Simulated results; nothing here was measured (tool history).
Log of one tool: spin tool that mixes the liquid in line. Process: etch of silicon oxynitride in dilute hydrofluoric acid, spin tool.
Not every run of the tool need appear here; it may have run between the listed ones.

| run | day | temperature setpoint of the liquid (K) | parts of water to one part of 49 % hydrofluoric acid (parts by volume) | time under the liquid (s) | thickness taken off the silicon oxynitride on a monitor wafer (angstrom) |
|---|---|---|---|---|---|
| 1 | 0.000 | 295.15 | 100 | 325 | 120.69 |
| 2 | 0.350 | 295.15 | 100 | 345 | 126.68 |
| 3 | 0.575 | 296.65 | 100 | 345 | 137.79 |
| 4 | 0.642 | 297.65 | 100 | 345 | 144.71 |
| 5 | 0.754 | 298.65 | 100 | 345 | 152.85 |
| 6 | 0.792 | 298.65 | 100 | 325 | 143.98 |
| 7 | 1.054 | 299.15 | 100 | 325 | 145.31 |

Run 8 is up next; what results do you expect?
| 8 | 1.133 | 299.65 | 100 | 325 | ? |

{"run 8": {"thickness taken off the silicon oxynitride on a monitor wafer (angstrom)": 149.02}}

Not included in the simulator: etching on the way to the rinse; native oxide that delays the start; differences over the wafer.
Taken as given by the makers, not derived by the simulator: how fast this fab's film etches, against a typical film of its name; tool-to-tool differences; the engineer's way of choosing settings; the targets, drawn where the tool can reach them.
